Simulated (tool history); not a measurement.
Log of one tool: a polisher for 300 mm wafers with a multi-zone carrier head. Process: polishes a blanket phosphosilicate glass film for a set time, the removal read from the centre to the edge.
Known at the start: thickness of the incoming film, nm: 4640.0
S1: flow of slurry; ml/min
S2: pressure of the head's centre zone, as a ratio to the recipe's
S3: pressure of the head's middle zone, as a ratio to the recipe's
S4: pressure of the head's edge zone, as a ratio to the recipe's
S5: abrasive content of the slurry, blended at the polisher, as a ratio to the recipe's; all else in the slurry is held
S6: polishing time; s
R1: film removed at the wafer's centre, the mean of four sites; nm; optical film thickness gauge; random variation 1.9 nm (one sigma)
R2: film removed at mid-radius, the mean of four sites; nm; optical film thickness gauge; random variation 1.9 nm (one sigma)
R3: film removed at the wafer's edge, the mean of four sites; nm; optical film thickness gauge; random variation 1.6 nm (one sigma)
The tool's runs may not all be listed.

run    day   S1    S2    S3    S4    S5  S6      R1      R2      R3
  1  0.000  150  1.00  1.00  1.00  1.00  63  341.07  342.42  345.84
  2  0.192  150  1.00  1.00  1.00  0.85  63  325.57  319.88  331.03
  3  0.250  145  1.00  0.99  0.97  0.80  60  302.77  302.83  300.75
  4  0.442  145  1.00  0.99  0.97  0.65  60  285.21  280.08  279.13
  5  0.721  140  1.00  0.96  0.95  0.60  58  264.47  257.92  261.39
  6  0.838  140  1.00  0.96  0.95  0.70  58  280.62  263.85  276.42
  7  1.146  140  1.00  0.95  0.93  0.65  56  260.44  246.57  254.66
  8  1.504  135  1.00  0.94  0.91  0.60  56  250.86  239.18  244.33

Forecast run 9:
  9  1.792  130  1.00  0.92  0.89  0.60  56   ?   ?   ?

Run 9 gave R1 250.02 nm, R2 236.18 nm, R3 241.45 nm.
